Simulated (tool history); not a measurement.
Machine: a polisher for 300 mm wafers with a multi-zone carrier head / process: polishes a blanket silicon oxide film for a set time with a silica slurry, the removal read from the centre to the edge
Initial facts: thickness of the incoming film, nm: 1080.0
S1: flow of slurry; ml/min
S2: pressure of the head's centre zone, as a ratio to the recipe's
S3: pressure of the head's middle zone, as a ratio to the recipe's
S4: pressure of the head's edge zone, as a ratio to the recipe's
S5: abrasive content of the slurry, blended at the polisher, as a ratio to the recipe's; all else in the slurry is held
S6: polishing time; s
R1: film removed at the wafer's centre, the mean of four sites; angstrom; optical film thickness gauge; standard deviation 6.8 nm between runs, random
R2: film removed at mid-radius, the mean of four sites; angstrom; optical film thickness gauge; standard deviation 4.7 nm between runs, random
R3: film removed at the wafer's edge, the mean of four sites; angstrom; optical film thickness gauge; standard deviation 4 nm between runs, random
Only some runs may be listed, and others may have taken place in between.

run	hour	S1	S2	S3	S4	S5	S6	R1	R2	R3
1	0	160	1	1	1	1	79	4112.2	4121.1	4172.5
2	8.3	160	1	1	1	1	99	5108.5	5092.2	5140.8
3	10.5	160	0.95	1	1	1	99	4838.4	5189.4	5203.9
4	14.9	165	0.94	1.01	1.02	1	99	4817.1	5263.8	5252.5
5	23.3	165	0.94	1.01	1.02	0.9	99	4544.1	4943.3	5087.7
6	28.8	170	0.93	1.02	1.04	0.95	99	4521.5	5211	5222.7

For run 7, what comes out?
7	30.7	195	0.95	1.06	1.14	1.2	101	?	?	?

{"run 7": {"R1": 5432.1, "R2": 6169.1, "R3": 6227.3}}
